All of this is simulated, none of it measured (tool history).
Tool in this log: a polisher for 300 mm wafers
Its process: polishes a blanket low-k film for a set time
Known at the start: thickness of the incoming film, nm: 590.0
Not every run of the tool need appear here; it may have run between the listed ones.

run	hour	flow of slurry (ml/min)	pressure of the wafer on the pad (psi)	speed of the pad under the wafer (cm/s)	abrasive content of the slurry	polishing time (s)	film removed (angstrom)
1	0	210	1.4	120	1	46	154.01
2	3.6	190	1.4	120	1	46	150.36
3	4.3	185	1.2	118	1	46	126.64
4	5.6	180	1.1	118	1	46	115.22
5	12.1	180	1.1	148	1	46	140.14
6	16.8	175	1	142	1	46	123.22
7	24.1	170	0.9	138	1	46	108.81
8	29.7	165	0.8	136	1	46	95.093
9	36.6	160	0.8	136	1	46	95.369
10	41.9	155	0.8	136	1	46	95.042
11	49.8	150	0.8	136	1	46	94.784
12	58.3	145	0.7	136	1	46	84.507
13	63.7	140	0.7	136	1	46	84.387

Predict the results of run 14:
14	67.6	135	0.7	136	1	46	?

film removed (angstrom): 83.26

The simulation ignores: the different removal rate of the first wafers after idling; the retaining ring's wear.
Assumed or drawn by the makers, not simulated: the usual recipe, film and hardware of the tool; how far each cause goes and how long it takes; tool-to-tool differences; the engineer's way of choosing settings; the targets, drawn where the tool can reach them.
